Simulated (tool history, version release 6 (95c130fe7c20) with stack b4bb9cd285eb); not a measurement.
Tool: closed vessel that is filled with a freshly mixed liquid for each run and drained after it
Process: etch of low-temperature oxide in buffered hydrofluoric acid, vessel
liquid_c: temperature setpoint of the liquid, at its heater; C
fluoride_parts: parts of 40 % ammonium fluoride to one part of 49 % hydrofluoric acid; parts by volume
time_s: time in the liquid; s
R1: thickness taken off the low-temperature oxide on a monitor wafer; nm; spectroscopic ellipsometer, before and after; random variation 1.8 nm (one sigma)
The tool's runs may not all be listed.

{"run": 1, "hour": 0.0, "liquid_c": 24, "fluoride_parts": 10, "time_s": 90, "R1": 391.62}
{"run": 2, "hour": 6.4, "liquid_c": 24, "fluoride_parts": 11.5, "time_s": 90, "R1": 336.16}
{"run": 3, "hour": 12.9, "liquid_c": 22, "fluoride_parts": 11.5, "time_s": 90, "R1": 306.47}
{"run": 4, "hour": 13.6, "liquid_c": 22, "fluoride_parts": 11.5, "time_s": 100, "R1": 338.32}
{"run": 5, "hour": 17.2, "liquid_c": 20.5, "fluoride_parts": 11.5, "time_s": 100, "R1": 309.44}
{"run": 6, "hour": 18.2, "liquid_c": 23.5, "fluoride_parts": 11.5, "time_s": 100, "R1": 369.47}
{"run": 7, "hour": 26.6, "liquid_c": 21.5, "fluoride_parts": 12, "time_s": 100, "R1": 312.27}
{"run": 8, "hour": 29.6, "liquid_c": 20.5, "fluoride_parts": 12, "time_s": 100, "R1": 299.6}
{"run": 9, "hour": 37.5, "liquid_c": 19.5, "fluoride_parts": 12, "time_s": 100, "R1": 283.53}
{"run": 10, "hour": 38.5, "liquid_c": 19, "fluoride_parts": 12, "time_s": 100, "R1": 275.24}

For run 11, what comes out?
{"run": 11, "hour": 47.0, "liquid_c": 19, "fluoride_parts": 12, "time_s": 100, "R1": "?"}

Logged for run 11: R1 272.51 nm.
